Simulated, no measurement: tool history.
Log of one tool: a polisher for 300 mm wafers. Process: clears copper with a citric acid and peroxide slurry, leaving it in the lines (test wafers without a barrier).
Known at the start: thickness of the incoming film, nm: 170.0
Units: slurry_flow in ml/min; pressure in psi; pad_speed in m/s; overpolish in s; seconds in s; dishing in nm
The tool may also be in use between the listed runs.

run 1 hour=0.0 | slurry_flow=200 pressure=2.3 pad_speed=0.92 slurry_solids=1.0 overpolish=11 | seconds=82.083 dishing=17.554
run 2 hour=8.9 | slurry_flow=200 pressure=2.1 pad_speed=0.92 slurry_solids=1.0 overpolish=11 | seconds=88.287 dishing=16.236
run 3 hour=15.3 | slurry_flow=200 pressure=2.4 pad_speed=0.92 slurry_solids=1.0 overpolish=11 | seconds=79.138 dishing=17.626
run 4 hour=17.7 | slurry_flow=200 pressure=2.4 pad_speed=1.06 slurry_solids=1.0 overpolish=11 | seconds=67.992 dishing=20.606
run 5 hour=21.8 | slurry_flow=195 pressure=2.0 pad_speed=1.06 slurry_solids=1.0 overpolish=12 | seconds=79.887 dishing=19.301
run 6 hour=25.1 | slurry_flow=190 pressure=1.7 pad_speed=1.06 slurry_solids=1.0 overpolish=13 | seconds=93.095 dishing=17.887
run 7 hour=33.8 | slurry_flow=185 pressure=1.5 pad_speed=1.06 slurry_solids=1.0 overpolish=14 | seconds=103.220 dishing=16.959

Forecast run 8:
run 8 hour=37.7 | slurry_flow=180 pressure=1.4 pad_speed=1.06 slurry_solids=1.0 overpolish=15 | seconds=? dishing=?

{"run 8": {"seconds": 112.32, "dishing": 17.781}}

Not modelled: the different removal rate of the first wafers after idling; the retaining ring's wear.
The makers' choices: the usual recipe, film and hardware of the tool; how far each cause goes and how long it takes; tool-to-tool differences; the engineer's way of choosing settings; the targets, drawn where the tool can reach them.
